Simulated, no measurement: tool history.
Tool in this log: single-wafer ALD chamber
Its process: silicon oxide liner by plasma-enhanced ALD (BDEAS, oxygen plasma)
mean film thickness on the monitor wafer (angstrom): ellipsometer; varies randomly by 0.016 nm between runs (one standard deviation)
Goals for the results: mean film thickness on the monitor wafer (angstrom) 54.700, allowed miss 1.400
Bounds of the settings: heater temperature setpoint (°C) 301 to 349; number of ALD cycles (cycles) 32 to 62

run  hour  heater temperature setpoint (°C)  number of ALD cycles (cycles)  mean film thickness on the monitor wafer (angstrom)
  1   0.0                               325                             47                                               43.897
  2   8.8                               325                             50                                               46.688
  3  14.6                               325                             52                                               48.419
  4  17.2                               325                             54                                               50.407
  5  18.1                               325                             49                                               45.847
  6  21.1                               325                             51                                               47.285
  7  22.9                               325                             53                                               49.537
  8  28.9                               325                             54                                               50.243

Exercise: of the 5 proposed moves below, exactly one satisfies all targets within the stated allowed misses. Which move is it?
  A  34.9                               323                             52                                                    ?
  B  34.9                               336                             49                                                    ?
  C  34.9                               323                             45                                                    ?
  D  34.9                               316                             58                                                    ?
  E  34.9                               322                             50                                                    ?

move  mean film thickness on the monitor wafer (angstrom)
   A                                               48.784
   B                                               44.986
   C                                               42.217
   D                                               55.039
   E                                               46.985
A: moves away from the targets compared with the last run
B: moves away from the targets compared with the last run
C: moves away from the targets compared with the last run
D: hits every target within its allowed miss
E: moves away from the targets compared with the last run
Go with D: it meets all targets.

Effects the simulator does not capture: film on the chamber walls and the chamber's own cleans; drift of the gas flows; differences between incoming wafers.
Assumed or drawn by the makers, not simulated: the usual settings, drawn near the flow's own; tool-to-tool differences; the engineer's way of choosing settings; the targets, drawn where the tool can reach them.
